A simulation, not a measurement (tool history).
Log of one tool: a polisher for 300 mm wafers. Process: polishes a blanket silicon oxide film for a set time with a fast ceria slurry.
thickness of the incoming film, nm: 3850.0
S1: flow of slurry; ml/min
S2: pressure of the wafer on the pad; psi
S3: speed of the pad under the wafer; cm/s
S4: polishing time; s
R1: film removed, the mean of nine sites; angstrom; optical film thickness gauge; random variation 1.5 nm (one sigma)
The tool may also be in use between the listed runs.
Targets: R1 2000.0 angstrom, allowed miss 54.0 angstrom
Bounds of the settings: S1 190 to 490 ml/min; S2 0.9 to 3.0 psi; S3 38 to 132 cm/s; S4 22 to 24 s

{"run": 1, "hour": 0.0, "S1": 315, "S2": 1.9, "S3": 84, "S4": 24, "R1": 2417.0}
{"run": 2, "hour": 4.5, "S1": 315, "S2": 1.7, "S3": 84, "S4": 24, "R1": 2189.9}
{"run": 3, "hour": 6.5, "S1": 315, "S2": 1.3, "S3": 84, "S4": 24, "R1": 1716.7}
{"run": 4, "hour": 11.0, "S1": 315, "S2": 1.3, "S3": 84, "S4": 24, "R1": 1693.1}
{"run": 5, "hour": 18.9, "S1": 315, "S2": 1.3, "S3": 84, "S4": 22, "R1": 1576.6}
{"run": 6, "hour": 20.0, "S1": 315, "S2": 1.3, "S3": 104, "S4": 22, "R1": 1918.8}
{"run": 7, "hour": 21.3, "S1": 320, "S2": 1.3, "S3": 104, "S4": 22, "R1": 1914.4}
{"run": 8, "hour": 29.2, "S1": 325, "S2": 1.4, "S3": 104, "S4": 22, "R1": 2085.7}
{"run": 9, "hour": 29.9, "S1": 320, "S2": 1.4, "S3": 104, "S4": 22, "R1": 2047.6}
{"hour": 33.1, "done": "worn pad replaced by a new one"}
{"run": 10, "hour": 33.1, "S1": 315, "S2": 1.4, "S3": 104, "S4": 22, "R1": 2219.4}
{"run": 11, "hour": 34.1, "S1": 325, "S2": 1.4, "S3": 104, "S4": 22, "R1": 2218.9}
{"run": 12, "hour": 40.8, "S1": 320, "S2": 1.4, "S3": 104, "S4": 22, "R1": 2179.9}

5 next moves are on the table. One of them brings every result within its allowed miss. Which?
{"run": "A", "hour": 47.5, "S1": 390, "S2": 1.5, "S3": 100, "S4": 22, "R1": "?"}
{"run": "B", "hour": 47.5, "S1": 390, "S2": 1.6, "S3": 82, "S4": 22, "R1": "?"}
{"run": "C", "hour": 47.5, "S1": 335, "S2": 1.5, "S3": 102, "S4": 24, "R1": "?"}
{"run": "D", "hour": 47.5, "S1": 300, "S2": 1.2, "S3": 126, "S4": 23, "R1": "?"}
{"run": "E", "hour": 47.5, "S1": 435, "S2": 1.2, "S3": 114, "S4": 24, "R1": "?"}

move=A R1=2281.6
move=B R1=1997.6
move=C R1=2507.0
move=D R1=2389.4
move=E R1=2329.6
A: further off than the last run
B: meets every target
C: further off than the last run
D: further off than the last run
E: further off than the last run
Move B is the one to make.

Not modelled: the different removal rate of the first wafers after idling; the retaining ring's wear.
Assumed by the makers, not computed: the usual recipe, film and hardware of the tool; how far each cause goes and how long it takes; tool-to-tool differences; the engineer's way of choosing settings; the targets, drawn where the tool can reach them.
